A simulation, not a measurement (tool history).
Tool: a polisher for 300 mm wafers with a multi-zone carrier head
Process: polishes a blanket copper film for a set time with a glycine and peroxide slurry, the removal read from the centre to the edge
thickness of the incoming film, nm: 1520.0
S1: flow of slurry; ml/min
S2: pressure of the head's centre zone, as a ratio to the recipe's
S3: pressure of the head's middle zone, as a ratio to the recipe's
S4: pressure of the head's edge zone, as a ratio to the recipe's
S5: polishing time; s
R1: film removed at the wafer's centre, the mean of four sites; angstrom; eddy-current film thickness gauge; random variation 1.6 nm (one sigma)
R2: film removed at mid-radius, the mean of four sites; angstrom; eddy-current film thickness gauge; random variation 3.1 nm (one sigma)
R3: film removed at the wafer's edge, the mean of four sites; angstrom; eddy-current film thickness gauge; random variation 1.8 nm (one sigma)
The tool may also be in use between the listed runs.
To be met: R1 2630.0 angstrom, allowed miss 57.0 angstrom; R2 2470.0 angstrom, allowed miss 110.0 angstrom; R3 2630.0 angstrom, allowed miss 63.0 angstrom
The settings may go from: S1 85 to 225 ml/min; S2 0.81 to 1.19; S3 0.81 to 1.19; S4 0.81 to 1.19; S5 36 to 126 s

Run 1, day 0.000: S1 145 ml/min, S2 1.00, S3 1.00, S4 1.00, S5 81 s. Result: R1 4274.1 angstrom, R2 4329.2 angstrom, R3 4425.6 angstrom.
Run 2, day 0.292: S1 145 ml/min, S2 1.00, S3 1.04, S4 1.00, S5 81 s. Result: R1 4282.9 angstrom, R2 4588.1 angstrom, R3 4399.0 angstrom.
Run 3, day 0.421: S1 145 ml/min, S2 0.96, S3 1.04, S4 1.00, S5 81 s. Result: R1 4137.3 angstrom, R2 4533.6 angstrom, R3 4402.2 angstrom.
Run 4, day 0.704: S1 145 ml/min, S2 0.92, S3 1.04, S4 1.00, S5 81 s. Result: R1 4097.8 angstrom, R2 4543.3 angstrom, R3 4450.5 angstrom.
Run 5, day 0.850: S1 145 ml/min, S2 0.92, S3 1.04, S4 1.08, S5 81 s. Result: R1 4052.1 angstrom, R2 4569.8 angstrom, R3 4552.8 angstrom.
Run 6, day 0.929: S1 145 ml/min, S2 0.92, S3 1.04, S4 1.16, S5 81 s. Result: R1 4092.1 angstrom, R2 4550.5 angstrom, R3 4720.7 angstrom.
Run 7, day 1.300: S1 140 ml/min, S2 0.95, S3 1.00, S4 1.09, S5 70 s. Result: R1 3567.6 angstrom, R2 3649.4 angstrom, R3 3961.3 angstrom.
Run 8, day 1.625: S1 130 ml/min, S2 0.99, S3 0.98, S4 0.99, S5 48 s. Result: R1 2476.1 angstrom, R2 2470.4 angstrom, R3 2527.8 angstrom.
Run 9, day 1.779: S1 135 ml/min, S2 1.00, S3 0.97, S4 0.99, S5 48 s. Result: R1 2508.3 angstrom, R2 2445.3 angstrom, R3 2564.4 angstrom.

4 next moves are on the table. One of them brings every result within its allowed miss. Which?
Run A, day 1.933: S1 120 ml/min, S2 1.17, S3 0.85, S4 0.92, S5 50 s. Result: R1 ?, R2 ?, R3 ?.
Run B, day 1.933: S1 90 ml/min, S2 1.16, S3 0.88, S4 1.02, S5 53 s. Result: R1 ?, R2 ?, R3 ?.
Run C, day 1.933: S1 105 ml/min, S2 1.13, S3 0.84, S4 0.93, S5 53 s. Result: R1 ?, R2 ?, R3 ?.
Run D, day 1.933: S1 135 ml/min, S2 1.05, S3 0.93, S4 0.99, S5 49 s. Result: R1 ?, R2 ?, R3 ?.

move      R1      R2      R3
   A  2773.7  2212.3  2540.5
   B  2625.0  2198.4  2654.7
   C  2745.8  2233.5  2634.8
   D  2620.3  2407.0  2629.3
A: takes the result that was furthest off past its target
B: brings the result that was furthest off to its target, and leaves another outside
C: takes the result that was furthest off past its target
D: meets every target
The right move is D.
